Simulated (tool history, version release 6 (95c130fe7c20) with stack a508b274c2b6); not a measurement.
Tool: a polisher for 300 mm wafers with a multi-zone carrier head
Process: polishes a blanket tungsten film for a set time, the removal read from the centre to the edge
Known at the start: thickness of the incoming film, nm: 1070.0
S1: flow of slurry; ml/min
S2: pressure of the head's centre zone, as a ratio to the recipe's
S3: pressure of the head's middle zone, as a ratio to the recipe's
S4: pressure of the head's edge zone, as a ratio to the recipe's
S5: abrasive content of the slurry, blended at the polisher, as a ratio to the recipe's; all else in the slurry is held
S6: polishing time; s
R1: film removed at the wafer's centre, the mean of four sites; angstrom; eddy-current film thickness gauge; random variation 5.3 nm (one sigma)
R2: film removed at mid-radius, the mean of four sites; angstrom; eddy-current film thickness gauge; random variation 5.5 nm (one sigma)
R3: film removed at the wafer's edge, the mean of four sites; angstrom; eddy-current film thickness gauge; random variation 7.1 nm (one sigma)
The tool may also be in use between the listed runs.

run,day,S1,S2,S3,S4,S5,S6,R1,R2,R3
1,0.000,200,1.00,1.00,1.00,1.00,47,4305.6,4303.9,4399.6
2,0.300,200,1.00,1.00,1.00,1.10,47,4373.6,4240.9,4393.8
3,0.571,210,1.03,1.03,1.02,1.15,48,4708.2,4564.7,4584.7
4,0.592,220,1.05,1.04,1.04,1.20,48,4865.7,4670.7,4670.6
5,0.783,230,1.07,1.04,1.05,1.25,48,5031.4,4801.2,4814.2
6,1.096,240,1.09,1.04,1.05,1.25,48,5120.5,4768.4,4777.6

Run 7 comes next. What will it give?
7,1.138,245,1.10,1.05,1.06,1.30,48,?,?,?

R1: 5238.9 angstrom
R2: 4843.6 angstrom
R3: 4829.5 angstrom

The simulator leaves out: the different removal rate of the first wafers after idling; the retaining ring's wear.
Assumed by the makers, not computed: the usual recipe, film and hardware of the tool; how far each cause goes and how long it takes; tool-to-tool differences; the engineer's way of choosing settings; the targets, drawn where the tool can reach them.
